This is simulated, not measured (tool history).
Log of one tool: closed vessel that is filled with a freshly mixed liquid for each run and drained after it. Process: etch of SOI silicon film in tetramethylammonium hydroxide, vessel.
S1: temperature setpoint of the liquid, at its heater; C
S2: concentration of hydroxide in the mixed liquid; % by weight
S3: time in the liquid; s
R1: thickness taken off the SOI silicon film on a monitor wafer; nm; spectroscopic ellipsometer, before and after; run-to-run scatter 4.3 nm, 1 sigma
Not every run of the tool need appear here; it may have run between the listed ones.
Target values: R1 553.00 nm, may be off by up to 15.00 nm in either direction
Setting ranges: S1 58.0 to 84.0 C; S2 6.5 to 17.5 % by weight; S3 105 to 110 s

{"run": 1, "hour": 0.0, "S1": 71.0, "S2": 12.0, "S3": 105, "R1": 737.7}
{"run": 2, "hour": 7.4, "S1": 71.0, "S2": 10.0, "S3": 105, "R1": 792.2}
{"run": 3, "hour": 11.8, "S1": 71.0, "S2": 10.0, "S3": 110, "R1": 840.51}
{"run": 4, "hour": 13.6, "S1": 71.0, "S2": 10.0, "S3": 105, "R1": 793.17}
{"run": 5, "hour": 19.9, "S1": 70.0, "S2": 10.0, "S3": 105, "R1": 759.58}
{"run": 6, "hour": 28.3, "S1": 73.5, "S2": 10.0, "S3": 105, "R1": 922.03}
{"run": 7, "hour": 34.4, "S1": 67.0, "S2": 10.5, "S3": 105, "R1": 610.13}
{"run": 8, "hour": 39.4, "S1": 66.5, "S2": 10.5, "S3": 105, "R1": 602.03}
{"run": 9, "hour": 44.8, "S1": 64.5, "S2": 10.5, "S3": 105, "R1": 530.84}

Exactly one of the 4 candidate moves below puts every result within its allowed miss. Which one?
{"run": "A", "hour": 50.2, "S1": 63.5, "S2": 8.0, "S3": 110, "R1": "?"}
{"run": "B", "hour": 50.2, "S1": 65.0, "S2": 10.0, "S3": 105, "R1": "?"}
{"run": "C", "hour": 50.2, "S1": 65.5, "S2": 11.0, "S3": 110, "R1": "?"}
{"run": "D", "hour": 50.2, "S1": 66.0, "S2": 15.0, "S3": 110, "R1": "?"}

move=A R1=573.07
move=B R1=552.42
move=C R1=576.07
move=D R1=517.30
A: carries the result that was furthest off beyond its target, to the other side
B: in spec on every target
C: carries the result that was furthest off beyond its target, to the other side
D: misses by more than the last run did
Answer: B
